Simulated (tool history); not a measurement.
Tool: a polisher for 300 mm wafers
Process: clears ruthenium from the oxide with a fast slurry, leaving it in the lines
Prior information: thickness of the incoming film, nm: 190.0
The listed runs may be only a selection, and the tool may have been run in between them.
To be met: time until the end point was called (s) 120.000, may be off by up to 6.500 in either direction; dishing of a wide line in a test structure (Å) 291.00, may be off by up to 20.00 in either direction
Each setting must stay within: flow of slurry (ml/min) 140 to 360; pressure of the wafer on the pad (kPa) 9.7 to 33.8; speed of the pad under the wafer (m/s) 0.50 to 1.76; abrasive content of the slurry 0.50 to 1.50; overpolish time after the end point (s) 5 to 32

run	hour	flow of slurry (ml/min)	pressure of the wafer on the pad (kPa)	speed of the pad under the wafer (m/s)	abrasive content of the slurry	overpolish time after the end point (s)	time until the end point was called (s)	dishing of a wide line in a test structure (Å)
1	0.0	230	21.4	1.12	1.00	16	41.673	583.00
2	1.6	175	21.4	1.12	1.00	16	42.811	566.87
3	9.4	175	17.9	0.94	1.00	17	60.215	427.09
4	13.7	145	17.9	0.94	1.00	17	61.283	407.94
5	19.8	145	17.9	0.94	0.80	17	68.439	388.84
6	23.0	145	15.2	0.90	0.80	18	82.170	349.62
7	25.3	145	13.1	0.88	0.80	19	99.725	312.40
8	33.5	145	12.4	0.88	0.80	20	102.200	303.39
9	35.9	145	11.7	0.88	0.80	21	108.640	313.45

Exercise: of the 4 proposed moves below, exactly one satisfies all targets within the stated allowed misses. Which move is it?
A	38.3	140	12.4	0.74	0.80	20	?	?
B	38.3	140	15.2	0.60	0.85	22	?	?
C	38.3	185	13.1	0.78	0.90	17	?	?
D	38.3	140	10.3	0.94	0.90	24	?	?

move	time until the end point was called (s)	dishing of a wide line in a test structure (Å)
A	119.910	255.05
B	117.750	283.88
C	100.100	259.46
D	107.680	334.81
A: meets the target for the result that was furthest off, but another lies outside its allowed miss
B: meets every target
C: misses by more than the last run did
D: misses by more than the last run did
B is the move that brings every result within its allowed miss.
